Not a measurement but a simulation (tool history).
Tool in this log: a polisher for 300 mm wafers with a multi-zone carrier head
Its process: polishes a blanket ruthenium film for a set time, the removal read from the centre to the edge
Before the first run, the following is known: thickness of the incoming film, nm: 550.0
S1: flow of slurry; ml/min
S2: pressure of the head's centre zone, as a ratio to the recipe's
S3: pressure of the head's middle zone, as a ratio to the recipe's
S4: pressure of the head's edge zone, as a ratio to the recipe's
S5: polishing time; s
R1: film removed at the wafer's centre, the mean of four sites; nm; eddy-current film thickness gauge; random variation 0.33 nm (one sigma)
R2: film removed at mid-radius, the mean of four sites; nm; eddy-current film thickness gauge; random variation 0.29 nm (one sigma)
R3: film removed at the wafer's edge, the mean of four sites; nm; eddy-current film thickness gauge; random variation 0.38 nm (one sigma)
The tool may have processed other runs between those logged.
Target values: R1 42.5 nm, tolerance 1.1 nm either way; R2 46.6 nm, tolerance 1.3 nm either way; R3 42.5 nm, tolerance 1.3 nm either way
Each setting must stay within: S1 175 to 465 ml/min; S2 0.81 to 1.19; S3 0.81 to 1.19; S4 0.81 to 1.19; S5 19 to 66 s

run,hour,S1,S2,S3,S4,S5,R1,R2,R3
1,0,295,1,1,1,42,65.188,64.475,67.055
2,5.3,295,1,0.95,1,42,66.945,61.485,66.52
3,9.9,295,1,0.95,1,52,81.87,76.929,81.652
4,16.6,295,1,0.95,1,45,71.542,65.771,68.987
5,24,295,1.03,0.95,1,45,72.787,67.096,71.35
6,28.1,295,1.03,0.95,1,41,66.508,60.998,64.474
7,34,295,1.01,0.98,0.96,37,58.676,55.793,57.21
8,34.6,295,0.99,1,0.92,35,54.604,53.083,53.191
9,39.8,295,0.97,1.02,0.89,33,49.62,51.746,49.692

5 next moves are on the table. One of them brings every result within its allowed miss. Which?
A,45,280,1,1.05,0.86,29,?,?,?
B,45,345,1,0.98,1.05,28,?,?,?
C,45,420,0.9,1.01,0.81,29,?,?,?
D,45,320,1.04,1.1,0.81,28,?,?,?
E,45,305,0.87,1.08,0.87,31,?,?,?

move,R1,R2,R3
A,44.879,45.609,42.525
B,44.35,42.432,45.903
C,42.048,45.85,42.653
D,45.814,46.477,40.4
E,42.136,50.448,46.008
A: an improvement on the last run, though not all results are within tolerance
B: an improvement on the last run, though not all results are within tolerance
C: meets every target
D: an improvement on the last run, though not all results are within tolerance
E: puts the biggest miss on target and leaves a different result outside tolerance
C is the move that brings every result within its allowed miss.
